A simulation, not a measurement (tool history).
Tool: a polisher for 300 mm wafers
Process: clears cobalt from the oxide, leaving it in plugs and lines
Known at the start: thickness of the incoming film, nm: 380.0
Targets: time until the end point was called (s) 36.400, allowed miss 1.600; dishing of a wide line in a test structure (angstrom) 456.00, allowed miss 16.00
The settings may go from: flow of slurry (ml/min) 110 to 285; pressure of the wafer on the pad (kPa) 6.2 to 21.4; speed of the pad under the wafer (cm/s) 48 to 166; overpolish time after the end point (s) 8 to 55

| run | hour | flow of slurry (ml/min) | pressure of the wafer on the pad (kPa) | speed of the pad under the wafer (cm/s) | overpolish time after the end point (s) | time until the end point was called (s) | dishing of a wide line in a test structure (angstrom) |
|---|---|---|---|---|---|---|---|
| 1 | 0.0 | 180 | 13.8 | 106 | 28 | 63.876 | 506.82 |
| 2 | 0.8 | 180 | 13.8 | 106 | 17 | 65.202 | 444.74 |
| 3 | 3.5 | 140 | 13.8 | 106 | 17 | 69.027 | 441.02 |
| 4 | 7.9 | 140 | 16.5 | 106 | 17 | 58.234 | 465.31 |
| 5 | 13.3 | 145 | 17.2 | 112 | 15 | 51.585 | 465.69 |
| 6 | 17.5 | 150 | 17.9 | 116 | 14 | 47.924 | 461.39 |
| 7 | 23.1 | 150 | 17.9 | 116 | 14 | 47.661 | 469.78 |
| 8 | 26.2 | 150 | 17.9 | 120 | 13 | 47.123 | 461.21 |
| 9 | 33.4 | 155 | 18.6 | 122 | 12 | 43.337 | 462.41 |
| 10 | 38.4 | 155 | 18.6 | 122 | 12 | 43.250 | 460.58 |
| 11 | 45.6 | 165 | 18.6 | 122 | 11 | 42.901 | 439.25 |
| 12 | 47.1 | 170 | 19.3 | 122 | 12 | 41.877 | 464.91 |
| 13 | 50.4 | 170 | 19.3 | 124 | 11 | 40.894 | 453.54 |
| 14 | 52.5 | 180 | 20.7 | 124 | 9 | 38.559 | 429.18 |
| 15 | 57.5 | 175 | 20.7 | 124 | 9 | 37.763 | 430.37 |
| 16 | 60.6 | 170 | 20.7 | 124 | 9 | 38.119 | 426.15 |

Which of these 5 next moves meets every target?
| A | 63.7 | 235 | 19.3 | 130 | 13 | ? | ? |
| B | 63.7 | 255 | 20.7 | 124 | 15 | ? | ? |
| C | 63.7 | 175 | 20.0 | 118 | 15 | ? | ? |
| D | 63.7 | 120 | 20.7 | 120 | 15 | ? | ? |
| E | 63.7 | 185 | 21.4 | 122 | 10 | ? | ? |

| move | time until the end point was called (s) | dishing of a wide line in a test structure (angstrom) |
|---|---|---|
| A | 37.617 | 487.25 |
| B | 36.439 | 503.60 |
| C | 41.542 | 492.05 |
| D | 42.756 | 488.89 |
| E | 37.367 | 454.31 |
A: takes the result that was furthest off past its target
B: takes the result that was furthest off past its target
C: takes the result that was furthest off past its target
D: takes the result that was furthest off past its target
E: meets every target
Move E is the one to make.
